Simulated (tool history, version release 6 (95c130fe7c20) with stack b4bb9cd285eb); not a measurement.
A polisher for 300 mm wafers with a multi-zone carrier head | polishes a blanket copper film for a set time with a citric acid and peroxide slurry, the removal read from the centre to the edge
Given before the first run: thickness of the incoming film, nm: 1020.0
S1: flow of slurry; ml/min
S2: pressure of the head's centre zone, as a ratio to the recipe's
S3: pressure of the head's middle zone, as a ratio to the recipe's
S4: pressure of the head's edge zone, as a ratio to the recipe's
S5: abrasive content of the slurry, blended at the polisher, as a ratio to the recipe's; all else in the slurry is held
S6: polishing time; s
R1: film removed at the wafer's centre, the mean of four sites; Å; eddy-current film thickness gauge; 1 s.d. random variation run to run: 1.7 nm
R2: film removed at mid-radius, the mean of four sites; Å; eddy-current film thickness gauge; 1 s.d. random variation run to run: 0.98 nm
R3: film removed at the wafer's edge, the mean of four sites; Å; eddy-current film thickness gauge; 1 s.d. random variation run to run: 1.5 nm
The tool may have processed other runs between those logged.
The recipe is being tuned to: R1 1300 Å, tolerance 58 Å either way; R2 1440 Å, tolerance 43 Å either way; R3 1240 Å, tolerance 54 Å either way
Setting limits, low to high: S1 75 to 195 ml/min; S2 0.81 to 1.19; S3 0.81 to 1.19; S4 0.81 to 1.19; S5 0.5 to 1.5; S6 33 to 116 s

run  hour   S1    S2    S3    S4    S5  S6      R1      R2      R3
  1     0  125     1     1     1     1  74  1791.2  1773.3  1928.9
  2   7.6  125  1.08     1     1     1  74  1970.7  1793.9  1943.9
  3   9.2  125  1.08     1     1   0.9  74  1947.3  1724.6  1841.9
  4  11.6  150  1.08     1     1   0.9  74  2009.2  1818.2  1939.1
  5  17.9  135  1.03  1.04  0.94  0.75  71  1694.9  1699.8  1696.5
     24.3  -- edge zone pressure recalibrated
  6  24.3  135  1.03  1.04   0.9  0.75  71  1705.8  1689.1  1632.3
  7  30.3  105  0.96  1.12  0.81   0.5  61  1185.2  1339.9  1156.3
  8    37  115  0.97  1.12  0.82   0.5  61    1205  1366.1  1201.1
  9  44.6  135  1.04  1.15  0.81  0.55  60  1370.1  1471.6  1214.8

Exercise: of the 5 proposed moves below, exactly one satisfies all targets within the stated allowed misses. Which move is it?
  A  52.2  160  1.09  1.17  0.85   0.5  58   ?   ?   ?
  B  52.2  140  1.01  1.15  0.85  0.75  55   ?   ?   ?
  C  52.2  150  1.03  1.18  0.81   0.6  60   ?   ?   ?
  D  52.2  150  0.93  1.15  0.88   0.5  63   ?   ?   ?
  E  52.2  105  0.94  1.16  0.94  0.75  64   ?   ?   ?

move      R1      R2      R3
   A  1462.7  1435.5  1222.4
   B  1350.3  1416.5  1232.6
   C  1460.4  1531.1  1273.7
   D  1334.5  1519.1  1334.8
   E  1341.6  1540.7    1419
A: further off than the last run
B: each result inside its tolerance
C: further off than the last run
D: brings the last run's worst result on target, with another outside its allowed miss
E: brings the last run's worst result on target, with another outside its allowed miss
B meets every target.

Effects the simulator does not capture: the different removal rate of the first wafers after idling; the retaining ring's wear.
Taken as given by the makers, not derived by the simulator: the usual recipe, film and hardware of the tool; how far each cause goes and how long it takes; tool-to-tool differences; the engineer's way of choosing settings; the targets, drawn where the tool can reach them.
